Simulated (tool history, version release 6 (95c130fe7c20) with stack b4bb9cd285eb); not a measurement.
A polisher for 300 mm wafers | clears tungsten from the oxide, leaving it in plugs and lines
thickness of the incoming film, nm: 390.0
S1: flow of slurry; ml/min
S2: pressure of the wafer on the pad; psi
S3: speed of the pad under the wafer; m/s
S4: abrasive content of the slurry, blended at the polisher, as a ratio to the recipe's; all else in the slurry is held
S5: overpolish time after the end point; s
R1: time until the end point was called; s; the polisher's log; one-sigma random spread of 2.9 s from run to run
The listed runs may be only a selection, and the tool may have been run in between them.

run,hour,S1,S2,S3,S4,S5,R1
1,0.0,235,4.1,0.96,1.00,36,73.483
2,3.2,235,3.7,0.90,1.00,36,83.969
3,12.0,235,3.4,0.82,1.00,36,93.566
4,18.9,235,4.0,0.82,1.00,36,82.427
5,26.0,235,3.6,0.74,1.00,36,98.487
6,29.2,235,3.6,0.74,1.15,36,93.511
7,38.0,235,3.3,0.68,1.15,36,109.870
8,41.6,235,3.0,0.66,1.15,36,121.130
9,43.4,235,2.8,0.64,1.15,36,128.160

Estimate the outcome of run 10 from the log above:
10,50.9,230,1.9,0.50,1.15,36,?

R1: 216.370 s
